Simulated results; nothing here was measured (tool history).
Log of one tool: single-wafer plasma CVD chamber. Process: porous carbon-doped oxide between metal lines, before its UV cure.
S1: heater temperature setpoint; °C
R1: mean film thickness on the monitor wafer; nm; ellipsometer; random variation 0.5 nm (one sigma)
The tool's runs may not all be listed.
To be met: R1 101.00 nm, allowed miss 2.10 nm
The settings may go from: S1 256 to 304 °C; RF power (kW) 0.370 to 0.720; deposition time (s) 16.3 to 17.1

run 1 hour=0.0 | S1=280 RF_power_(kW)=0.545 deposition_time_(s)=17.1 | R1=110.37
run 2 hour=3.9 | S1=276 RF_power_(kW)=0.545 deposition_time_(s)=17.1 | R1=113.71
run 3 hour=12.7 | S1=270 RF_power_(kW)=0.545 deposition_time_(s)=17.1 | R1=118.18
run 4 hour=19.8 | S1=275 RF_power_(kW)=0.540 deposition_time_(s)=17.1 | R1=114.13
run 5 hour=25.5 | S1=267 RF_power_(kW)=0.540 deposition_time_(s)=17.1 | R1=119.66
run 6 hour=29.1 | S1=272 RF_power_(kW)=0.535 deposition_time_(s)=17.1 | R1=115.67
run 7 hour=35.1 | S1=276 RF_power_(kW)=0.530 deposition_time_(s)=17.1 | R1=109.95
run 8 hour=43.2 | S1=278 RF_power_(kW)=0.530 deposition_time_(s)=17.1 | R1=110.02
run 9 hour=50.9 | S1=281 RF_power_(kW)=0.525 deposition_time_(s)=17.1 | R1=106.65
run 10 hour=57.8 | S1=283 RF_power_(kW)=0.525 deposition_time_(s)=17.1 | R1=104.11
run 11 hour=63.1 | S1=284 RF_power_(kW)=0.525 deposition_time_(s)=17.1 | R1=105.36
run 12 hour=67.1 | S1=285 RF_power_(kW)=0.525 deposition_time_(s)=17.1 | R1=103.25

Which of these 4 next moves meets every target?
run A hour=71.1 | S1=282 RF_power_(kW)=0.540 deposition_time_(s)=17.0 | R1=?
run B hour=71.1 | S1=285 RF_power_(kW)=0.505 deposition_time_(s)=17.1 | R1=?
run C hour=71.1 | S1=283 RF_power_(kW)=0.530 deposition_time_(s)=17.1 | R1=?
run D hour=71.1 | S1=283 RF_power_(kW)=0.520 deposition_time_(s)=17.1 | R1=?

move=A R1=106.61
move=B R1=100.34
move=C R1=105.13
move=D R1=103.78
A: further off than the last run
B: meets every target
C: further off than the last run
D: further off than the last run
Move B is the one to make.
